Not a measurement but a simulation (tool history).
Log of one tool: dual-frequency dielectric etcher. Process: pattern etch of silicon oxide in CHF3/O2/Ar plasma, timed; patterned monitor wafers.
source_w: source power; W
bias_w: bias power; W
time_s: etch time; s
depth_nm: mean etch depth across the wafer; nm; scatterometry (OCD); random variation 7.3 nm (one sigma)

run,hour,source_w,bias_w,time_s,depth_nm
1,0.0,850,136,604,1317.2
2,3.2,780,129,604,1249.4
3,7.3,730,125,604,1177.2
4,12.0,830,125,604,1258.9
5,19.1,830,105,604,1174.7
6,23.2,800,104,604,1147.4

The next listed run, before its measurement:
7,27.6,780,103,604,?

Run 7 gave depth_nm 1121.4 nm.
